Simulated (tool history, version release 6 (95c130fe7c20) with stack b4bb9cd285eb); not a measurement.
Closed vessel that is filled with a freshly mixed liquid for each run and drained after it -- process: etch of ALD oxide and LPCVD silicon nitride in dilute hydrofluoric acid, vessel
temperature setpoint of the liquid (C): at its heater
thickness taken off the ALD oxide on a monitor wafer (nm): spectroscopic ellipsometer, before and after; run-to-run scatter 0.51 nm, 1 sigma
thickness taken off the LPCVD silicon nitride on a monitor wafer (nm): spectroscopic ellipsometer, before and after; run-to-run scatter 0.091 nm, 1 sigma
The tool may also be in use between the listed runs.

| run | day | temperature setpoint of the liquid (C) | parts of water to one part of 49 % hydrofluoric acid (parts by volume) | time in the liquid (s) | thickness taken off the ALD oxide on a monitor wafer (nm) | thickness taken off the LPCVD silicon nitride on a monitor wafer (nm) |
|---|---|---|---|---|---|---|
| 1 | 0.000 | 20.0 | 55 | 60 | 18.526 | 0.47595 |
| 2 | 0.108 | 20.5 | 50 | 60 | 20.736 | 0.48113 |
| 3 | 0.304 | 20.5 | 50 | 85 | 30.082 | 0.77181 |
| 4 | 0.671 | 17.5 | 50 | 85 | 25.954 | 0.57441 |
| 5 | 0.783 | 17.5 | 50 | 95 | 29.163 | 0.54638 |
| 6 | 1.033 | 18.5 | 50 | 95 | 30.686 | 0.67422 |
| 7 | 1.296 | 19.0 | 45 | 95 | 34.901 | 0.93109 |
| 8 | 1.596 | 19.0 | 45 | 100 | 36.826 | 0.79458 |
| 9 | 1.712 | 19.5 | 45 | 100 | 37.756 | 0.94914 |
| 10 | 2.071 | 19.5 | 40 | 100 | 42.366 | 0.97406 |
| 11 | 2.358 | 20.0 | 40 | 100 | 42.809 | 1.05590 |
| 12 | 2.525 | 23.0 | 25 | 100 | 80.462 | 2.10500 |
| 13 | 2.696 | 22.5 | 25 | 100 | 77.495 | 2.04400 |
| 14 | 3.050 | 22.0 | 25 | 100 | 76.373 | 1.91390 |

Run 15 is up next; what results do you expect?
| 15 | 3.408 | 21.5 | 25 | 100 | ? | ? |

Run 15 produced thickness taken off the ALD oxide on a monitor wafer (nm) 73.942, thickness taken off the LPCVD silicon nitride on a monitor wafer (nm) 1.77130.

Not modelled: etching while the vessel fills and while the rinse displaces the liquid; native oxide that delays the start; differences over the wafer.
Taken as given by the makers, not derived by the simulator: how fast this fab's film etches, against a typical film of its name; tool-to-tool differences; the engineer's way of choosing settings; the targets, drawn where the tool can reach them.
